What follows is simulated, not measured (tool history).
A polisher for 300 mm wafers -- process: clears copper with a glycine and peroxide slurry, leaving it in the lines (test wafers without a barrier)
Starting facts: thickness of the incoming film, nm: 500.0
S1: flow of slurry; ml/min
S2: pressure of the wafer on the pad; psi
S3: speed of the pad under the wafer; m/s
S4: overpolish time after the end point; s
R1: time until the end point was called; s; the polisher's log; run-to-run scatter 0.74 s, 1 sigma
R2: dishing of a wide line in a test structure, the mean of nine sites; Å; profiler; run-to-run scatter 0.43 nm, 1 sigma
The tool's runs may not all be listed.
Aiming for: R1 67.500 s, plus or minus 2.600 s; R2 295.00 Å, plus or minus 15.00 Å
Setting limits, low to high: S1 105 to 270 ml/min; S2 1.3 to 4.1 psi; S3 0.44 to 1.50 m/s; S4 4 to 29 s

Run 1, day 0.000: S1 175 ml/min, S2 2.7 psi, S3 0.96 m/s, S4 15 s. Result: R1 80.608 s, R2 329.68 Å.
Run 2, day 0.192: S1 175 ml/min, S2 2.8 psi, S3 0.96 m/s, S4 14 s. Result: R1 78.475 s, R2 323.91 Å.
Run 3, day 0.392: S1 175 ml/min, S2 2.8 psi, S3 1.06 m/s, S4 14 s. Result: R1 73.149 s, R2 329.18 Å.
Run 4, day 0.767: S1 175 ml/min, S2 2.8 psi, S3 1.06 m/s, S4 13 s. Result: R1 72.909 s, R2 316.11 Å.
Run 5, day 0.833: S1 175 ml/min, S2 3.1 psi, S3 1.06 m/s, S4 13 s. Result: R1 68.818 s, R2 324.86 Å.
Run 6, day 1.058: S1 175 ml/min, S2 2.5 psi, S3 1.06 m/s, S4 13 s. Result: R1 79.319 s, R2 318.62 Å.
Run 7, day 1.254: S1 185 ml/min, S2 3.2 psi, S3 1.08 m/s, S4 8 s. Result: R1 67.406 s, R2 266.36 Å.
Run 8, day 1.354: S1 185 ml/min, S2 3.1 psi, S3 1.10 m/s, S4 12 s. Result: R1 66.180 s, R2 308.48 Å.

Which one of the following 4 next-run settings gets every result inside its allowed miss? There is exactly one.
Run A, day 1.454: S1 160 ml/min, S2 3.4 psi, S3 1.04 m/s, S4 14 s. Result: R1 ?, R2 ?.
Run B, day 1.454: S1 185 ml/min, S2 3.4 psi, S3 0.88 m/s, S4 11 s. Result: R1 ?, R2 ?.
Run C, day 1.454: S1 175 ml/min, S2 3.1 psi, S3 1.02 m/s, S4 15 s. Result: R1 ?, R2 ?.
Run D, day 1.454: S1 240 ml/min, S2 2.7 psi, S3 1.20 m/s, S4 10 s. Result: R1 ?, R2 ?.

move      R1      R2
   A  65.975  338.24
   B  71.968  301.46
   C  69.955  339.59
   D  65.569  296.20
A: moves away from the targets compared with the last run
B: puts the biggest miss on target and leaves a different result outside tolerance
C: moves away from the targets compared with the last run
D: meets every target
So the answer is move D, the one that meets all the targets.
